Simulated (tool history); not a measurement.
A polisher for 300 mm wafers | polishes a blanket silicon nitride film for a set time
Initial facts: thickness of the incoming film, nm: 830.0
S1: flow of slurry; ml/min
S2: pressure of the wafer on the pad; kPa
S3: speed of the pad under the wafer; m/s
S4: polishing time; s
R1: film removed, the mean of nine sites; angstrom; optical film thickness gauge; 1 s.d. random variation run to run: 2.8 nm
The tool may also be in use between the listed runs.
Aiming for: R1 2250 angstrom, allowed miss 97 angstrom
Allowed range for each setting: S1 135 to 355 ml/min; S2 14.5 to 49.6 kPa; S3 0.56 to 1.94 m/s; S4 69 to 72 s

{"run": 1, "hour": 0.0, "S1": 225, "S2": 31.7, "S3": 1.24, "S4": 69, "R1": 1627.2}
{"run": 2, "hour": 4.3, "S1": 225, "S2": 31.7, "S3": 1.24, "S4": 69, "R1": 1616.5}
{"run": 3, "hour": 6.4, "S1": 225, "S2": 29, "S3": 1.24, "S4": 69, "R1": 1508.9}
{"run": 4, "hour": 9.6, "S1": 225, "S2": 33.1, "S3": 1.26, "S4": 69, "R1": 1723.8}
{"run": 5, "hour": 13.2, "S1": 225, "S2": 35.9, "S3": 1.26, "S4": 69, "R1": 1861.8}
{"run": 6, "hour": 16.1, "S1": 225, "S2": 37.9, "S3": 1.26, "S4": 69, "R1": 1990.7}
{"run": 7, "hour": 18.9, "S1": 225, "S2": 39.3, "S3": 1.26, "S4": 69, "R1": 2024.4}
{"run": 8, "hour": 25.4, "S1": 225, "S2": 40.7, "S3": 1.26, "S4": 69, "R1": 2115.8}
{"run": 9, "hour": 31.4, "S1": 225, "S2": 41.4, "S3": 1.26, "S4": 69, "R1": 2136.8}

Which of these 5 next moves meets every target?
{"run": "A", "hour": 37.4, "S1": 345, "S2": 32.4, "S3": 1.48, "S4": 72, "R1": "?"}
{"run": "B", "hour": 37.4, "S1": 240, "S2": 44.8, "S3": 1.06, "S4": 69, "R1": "?"}
{"run": "C", "hour": 37.4, "S1": 175, "S2": 37.9, "S3": 1.3, "S4": 72, "R1": "?"}
{"run": "D", "hour": 37.4, "S1": 170, "S2": 44.8, "S3": 1.18, "S4": 72, "R1": "?"}
{"run": "E", "hour": 37.4, "S1": 250, "S2": 33.8, "S3": 1.46, "S4": 71, "R1": "?"}

move=A R1=2057.6
move=B R1=2073.4
move=C R1=2025.1
move=D R1=2219.3
move=E R1=2030.1
A: lands further from the targets than the last run did
B: lands further from the targets than the last run did
C: lands further from the targets than the last run did
D: in spec on every target
E: lands further from the targets than the last run did
D meets every target.
